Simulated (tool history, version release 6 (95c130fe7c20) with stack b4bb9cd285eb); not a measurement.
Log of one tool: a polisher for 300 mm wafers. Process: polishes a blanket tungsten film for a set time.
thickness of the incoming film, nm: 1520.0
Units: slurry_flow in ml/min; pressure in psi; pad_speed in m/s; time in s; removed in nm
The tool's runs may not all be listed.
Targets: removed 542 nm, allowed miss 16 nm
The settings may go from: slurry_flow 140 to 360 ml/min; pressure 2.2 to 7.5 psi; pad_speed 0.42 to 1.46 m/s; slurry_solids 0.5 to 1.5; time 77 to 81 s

run	hour	slurry_flow	pressure	pad_speed	slurry_solids	time	removed
1	0	230	4.8	0.94	1	77	353.3
2	3.9	230	4.8	0.72	1	77	269.25
3	9.3	230	4.8	0.72	1.2	77	281.11
4	10	230	4.8	0.9	1.2	77	346
5	14.6	230	3.8	0.9	1.2	77	273.97
6	23.5	230	3.8	1.1	1.2	77	333.98
# hour 31.5: slurry nozzle cleaned
7	31.5	235	4.3	1.1	1.2	77	394.31
8	33.5	255	4.6	1.1	1.2	77	429.2
9	37	270	4.8	1.1	1.2	77	449.82
10	44.3	275	5	1.1	1.2	77	461.57

5 next moves are on the table. One of them brings every result within its allowed miss. Which?
A	51.6	310	4.5	1.18	1.45	81	?
B	51.6	315	4.9	1.24	1.15	81	?
C	51.6	240	4.8	1.14	1.5	81	?
D	51.6	265	5.1	0.9	1.4	77	?
E	51.6	235	4.8	1.2	1.3	81	?

move	removed
A	497.72
B	540.92
C	503.52
D	401.56
E	512.13
A: nearer than the last run, and not there yet
B: meets every target
C: nearer than the last run, and not there yet
D: further off than the last run
E: nearer than the last run, and not there yet
Move B is the one to make.

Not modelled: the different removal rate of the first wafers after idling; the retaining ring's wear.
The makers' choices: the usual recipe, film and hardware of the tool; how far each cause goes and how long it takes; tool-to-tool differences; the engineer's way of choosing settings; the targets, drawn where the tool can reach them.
